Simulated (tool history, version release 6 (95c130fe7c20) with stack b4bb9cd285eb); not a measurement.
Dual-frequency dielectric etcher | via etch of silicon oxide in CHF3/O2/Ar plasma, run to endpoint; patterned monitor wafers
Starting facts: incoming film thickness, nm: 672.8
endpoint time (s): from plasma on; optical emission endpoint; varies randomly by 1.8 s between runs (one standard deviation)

Run 1, hour 0.0: source power (kW) 0.730, bias power (kW) 0.211. Result: endpoint time (s) 311.53.
Run 2, hour 6.6: source power (kW) 0.670, bias power (kW) 0.203. Result: endpoint time (s) 329.04.
Run 3, hour 13.3: source power (kW) 0.630, bias power (kW) 0.200. Result: endpoint time (s) 333.07.
Run 4, hour 21.8: source power (kW) 0.590, bias power (kW) 0.193. Result: endpoint time (s) 350.26.
Run 5, hour 28.7: source power (kW) 0.590, bias power (kW) 0.222. Result: endpoint time (s) 328.94.
Run 6, hour 29.9: source power (kW) 0.640, bias power (kW) 0.222. Result: endpoint time (s) 320.28.

Predict the results of run 7:
Run 7, hour 31.5: source power (kW) 0.600, bias power (kW) 0.214. Result: endpoint time (s) ?.

{"run 7": {"endpoint time (s)": 332.89}}

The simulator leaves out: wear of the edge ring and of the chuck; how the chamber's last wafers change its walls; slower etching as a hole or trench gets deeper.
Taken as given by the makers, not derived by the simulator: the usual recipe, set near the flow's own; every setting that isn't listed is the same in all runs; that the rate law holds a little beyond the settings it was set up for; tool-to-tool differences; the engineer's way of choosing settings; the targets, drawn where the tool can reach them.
